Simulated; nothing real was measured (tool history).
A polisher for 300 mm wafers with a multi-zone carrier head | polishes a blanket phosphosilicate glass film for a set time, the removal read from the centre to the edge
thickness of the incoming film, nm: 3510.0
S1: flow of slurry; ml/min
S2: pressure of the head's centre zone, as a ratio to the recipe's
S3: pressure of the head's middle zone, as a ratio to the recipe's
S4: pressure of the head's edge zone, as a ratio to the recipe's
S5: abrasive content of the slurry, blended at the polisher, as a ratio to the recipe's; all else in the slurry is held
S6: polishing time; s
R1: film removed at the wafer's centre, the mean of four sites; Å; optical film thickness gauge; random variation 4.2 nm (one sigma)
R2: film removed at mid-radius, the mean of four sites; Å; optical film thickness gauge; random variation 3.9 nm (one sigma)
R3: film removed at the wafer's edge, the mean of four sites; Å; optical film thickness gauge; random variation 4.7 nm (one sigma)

run 1 day=0.000 | S1=280 S2=1.00 S3=1.00 S4=1.00 S5=1.00 S6=45 | R1=3654.1 R2=3565.5 R3=3602.9
run 2 day=0.258 | S1=290 S2=1.05 S3=1.00 S4=1.05 S5=1.15 S6=45 | R1=4022.8 R2=3741.1 R3=3825.7
run 3 day=0.488 | S1=290 S2=1.05 S3=1.00 S4=1.05 S5=1.00 S6=45 | R1=3865.7 R2=3586.6 R3=3795.4
run 4 day=0.750 | S1=290 S2=1.05 S3=1.00 S4=1.05 S5=1.20 S6=45 | R1=4059.6 R2=3786.6 R3=3939.3
run 5 day=0.779 | S1=305 S2=1.10 S3=1.01 S4=1.09 S5=1.30 S6=46 | R1=4462.1 R2=3951.2 R3=4169.5
run 6 day=1.096 | S1=375 S2=1.10 S3=1.01 S4=1.09 S5=1.30 S6=46 | R1=4511.4 R2=4096.2 R3=4294.1
run 7 day=1.354 | S1=375 S2=1.12 S3=1.01 S4=1.11 S5=1.35 S6=48 | R1=4900.4 R2=4279.2 R3=4575.2
run 8 day=1.583 | S1=380 S2=1.13 S3=1.02 S4=1.13 S5=1.40 S6=49 | R1=5069.3 R2=4462.4 R3=4777.5
run 9 day=1.700 | S1=385 S2=1.14 S3=1.02 S4=1.14 S5=1.45 S6=49 | R1=5219.8 R2=4538.1 R3=4755.0

Run 10 comes next. What will it give?
run 10 day=1.767 | S1=395 S2=1.14 S3=1.01 S4=1.15 S5=1.45 S6=50 | R1=? R2=? R3=?

{"run 10": {"R1": 5301.3, "R2": 4609.9, "R3": 4842.5}}

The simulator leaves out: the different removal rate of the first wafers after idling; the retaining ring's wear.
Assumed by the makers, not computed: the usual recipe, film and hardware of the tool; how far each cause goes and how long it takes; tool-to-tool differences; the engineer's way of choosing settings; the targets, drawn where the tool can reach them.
